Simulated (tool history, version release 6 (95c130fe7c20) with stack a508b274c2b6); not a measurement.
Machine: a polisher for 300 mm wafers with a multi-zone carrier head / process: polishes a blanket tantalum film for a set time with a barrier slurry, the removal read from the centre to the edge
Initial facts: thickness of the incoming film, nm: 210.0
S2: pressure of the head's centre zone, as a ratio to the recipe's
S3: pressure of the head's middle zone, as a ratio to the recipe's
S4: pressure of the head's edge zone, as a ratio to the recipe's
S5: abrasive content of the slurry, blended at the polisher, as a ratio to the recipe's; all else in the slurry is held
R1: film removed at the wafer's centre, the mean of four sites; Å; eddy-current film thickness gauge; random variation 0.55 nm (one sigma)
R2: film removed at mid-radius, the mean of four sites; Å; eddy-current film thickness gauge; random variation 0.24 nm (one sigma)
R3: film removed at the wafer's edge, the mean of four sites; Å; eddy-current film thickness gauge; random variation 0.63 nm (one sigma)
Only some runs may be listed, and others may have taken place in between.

{"run": 1, "hour": 0.0, "flow of slurry (ml/min)": 255, "S2": 1.0, "S3": 1.0, "S4": 1.0, "S5": 1.0, "polishing time (s)": 42, "R1": 651.31, "R2": 632.61, "R3": 610.56}
{"run": 2, "hour": 3.5, "flow of slurry (ml/min)": 255, "S2": 1.0, "S3": 1.04, "S4": 1.0, "S5": 1.0, "polishing time (s)": 42, "R1": 651.45, "R2": 651.32, "R3": 622.9}
{"run": 3, "hour": 11.8, "flow of slurry (ml/min)": 255, "S2": 1.0, "S3": 0.98, "S4": 1.0, "S5": 1.0, "polishing time (s)": 42, "R1": 666.44, "R2": 617.57, "R3": 636.59}
{"run": 4, "hour": 15.6, "flow of slurry (ml/min)": 250, "S2": 1.0, "S3": 0.94, "S4": 0.97, "S5": 0.85, "polishing time (s)": 39, "R1": 584.0, "R2": 530.94, "R3": 550.11}
{"run": 5, "hour": 20.6, "flow of slurry (ml/min)": 250, "S2": 1.0, "S3": 0.9, "S4": 0.97, "S5": 0.85, "polishing time (s)": 39, "R1": 597.38, "R2": 509.32, "R3": 543.16}
{"run": 6, "hour": 22.6, "flow of slurry (ml/min)": 240, "S2": 0.99, "S3": 0.87, "S4": 0.97, "S5": 0.75, "polishing time (s)": 37, "R1": 534.47, "R2": 449.58, "R3": 494.06}
{"run": 7, "hour": 30.7, "flow of slurry (ml/min)": 230, "S2": 0.98, "S3": 0.85, "S4": 0.96, "S5": 0.65, "polishing time (s)": 37, "R1": 490.36, "R2": 418.75, "R3": 464.58}

What will run 8 give?
{"run": 8, "hour": 36.6, "flow of slurry (ml/min)": 230, "S2": 0.98, "S3": 0.85, "S4": 0.96, "S5": 0.65, "polishing time (s)": 37, "R1": "?", "R2": "?", "R3": "?"}

{"run 8": {"R1": 486.98, "R2": 418.46, "R3": 474.64}}
